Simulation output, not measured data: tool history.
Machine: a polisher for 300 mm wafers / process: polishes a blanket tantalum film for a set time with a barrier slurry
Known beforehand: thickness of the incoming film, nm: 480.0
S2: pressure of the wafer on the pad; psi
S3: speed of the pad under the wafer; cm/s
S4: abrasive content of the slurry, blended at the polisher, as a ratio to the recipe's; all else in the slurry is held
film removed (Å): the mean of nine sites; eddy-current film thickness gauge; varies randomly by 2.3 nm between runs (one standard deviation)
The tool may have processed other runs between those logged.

{"run": 1, "day": 0.0, "flow of slurry (ml/min)": 185, "S2": 2.4, "S3": 98, "S4": 1.0, "polishing time (s)": 76, "film removed (Å)": 1660.6}
{"run": 2, "day": 0.192, "flow of slurry (ml/min)": 185, "S2": 2.5, "S3": 98, "S4": 1.0, "polishing time (s)": 76, "film removed (Å)": 1741.5}
{"run": 3, "day": 0.308, "flow of slurry (ml/min)": 185, "S2": 2.6, "S3": 98, "S4": 1.0, "polishing time (s)": 76, "film removed (Å)": 1828.5}
{"run": 4, "day": 0.658, "flow of slurry (ml/min)": 185, "S2": 2.6, "S3": 110, "S4": 1.0, "polishing time (s)": 76, "film removed (Å)": 2016.3}
{"run": 5, "day": 0.7, "flow of slurry (ml/min)": 185, "S2": 2.6, "S3": 110, "S4": 1.2, "polishing time (s)": 76, "film removed (Å)": 2119.5}
{"run": 6, "day": 1.071, "flow of slurry (ml/min)": 185, "S2": 2.6, "S3": 88, "S4": 1.2, "polishing time (s)": 76, "film removed (Å)": 1695.0}
{"run": 7, "day": 1.317, "flow of slurry (ml/min)": 185, "S2": 2.7, "S3": 88, "S4": 1.2, "polishing time (s)": 76, "film removed (Å)": 1778.2}
{"run": 8, "day": 1.346, "flow of slurry (ml/min)": 185, "S2": 2.8, "S3": 88, "S4": 1.2, "polishing time (s)": 76, "film removed (Å)": 1821.6}
{"run": 9, "day": 1.575, "flow of slurry (ml/min)": 185, "S2": 2.9, "S3": 88, "S4": 1.2, "polishing time (s)": 76, "film removed (Å)": 1894.6}
{"run": 10, "day": 1.721, "flow of slurry (ml/min)": 185, "S2": 2.9, "S3": 88, "S4": 1.2, "polishing time (s)": 76, "film removed (Å)": 1893.6}

For run 11, what comes out?
{"run": 11, "day": 1.875, "flow of slurry (ml/min)": 185, "S2": 3.0, "S3": 88, "S4": 1.2, "polishing time (s)": 76, "film removed (Å)": "?"}

{"run 11": {"film removed (Å)": 1934.7}}
